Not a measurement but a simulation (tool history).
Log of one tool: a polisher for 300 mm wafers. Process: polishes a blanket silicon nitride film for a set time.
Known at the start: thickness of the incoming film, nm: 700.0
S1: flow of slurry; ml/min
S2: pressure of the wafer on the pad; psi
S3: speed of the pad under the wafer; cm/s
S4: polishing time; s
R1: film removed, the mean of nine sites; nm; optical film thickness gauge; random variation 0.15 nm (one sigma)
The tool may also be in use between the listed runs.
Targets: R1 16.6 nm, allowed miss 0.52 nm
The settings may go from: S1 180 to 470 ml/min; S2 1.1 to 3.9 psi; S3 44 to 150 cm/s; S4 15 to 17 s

Run 1, hour 0: S1 300 ml/min, S2 2.5 psi, S3 96 cm/s, S4 17 s. Result: R1 20.891 nm.
Run 2, hour 1.5: S1 300 ml/min, S2 2.3 psi, S3 96 cm/s, S4 17 s. Result: R1 19.362 nm.
Run 3, hour 8.6: S1 300 ml/min, S2 2.8 psi, S3 96 cm/s, S4 17 s. Result: R1 21.89 nm.
Run 4, hour 14.7: S1 300 ml/min, S2 2.5 psi, S3 96 cm/s, S4 17 s. Result: R1 20.519 nm.
Run 5, hour 15.3: S1 300 ml/min, S2 2.2 psi, S3 96 cm/s, S4 17 s. Result: R1 18.829 nm.
Run 6, hour 17.3: S1 300 ml/min, S2 2.2 psi, S3 118 cm/s, S4 17 s. Result: R1 21.749 nm.
Run 7, hour 25.7: S1 300 ml/min, S2 1.9 psi, S3 118 cm/s, S4 17 s. Result: R1 19.651 nm.
At hour 30.8: head pressure recalibrated.
Run 8, hour 30.8: S1 300 ml/min, S2 1.7 psi, S3 118 cm/s, S4 17 s. Result: R1 19.655 nm.
Run 9, hour 39.5: S1 300 ml/min, S2 1.5 psi, S3 116 cm/s, S4 17 s. Result: R1 17.904 nm.

5 next moves are on the table. One of them brings every result within its allowed miss. Which?
Run A, hour 48.2: S1 245 ml/min, S2 1.6 psi, S3 118 cm/s, S4 17 s. Result: R1 ?.
Run B, hour 48.2: S1 295 ml/min, S2 1.1 psi, S3 134 cm/s, S4 17 s. Result: R1 ?.
Run C, hour 48.2: S1 255 ml/min, S2 2 psi, S3 72 cm/s, S4 17 s. Result: R1 ?.
Run D, hour 48.2: S1 255 ml/min, S2 1.3 psi, S3 110 cm/s, S4 17 s. Result: R1 ?.
Run E, hour 48.2: S1 285 ml/min, S2 1.6 psi, S3 112 cm/s, S4 17 s. Result: R1 ?.

move      R1
   A  18.587
   B  16.699
   C  15.158
   D  15.615
   E    18.2
A: further off than the last run
B: meets every target
C: takes the result that was furthest off past its target
D: takes the result that was furthest off past its target
E: further off than the last run
Answer: B
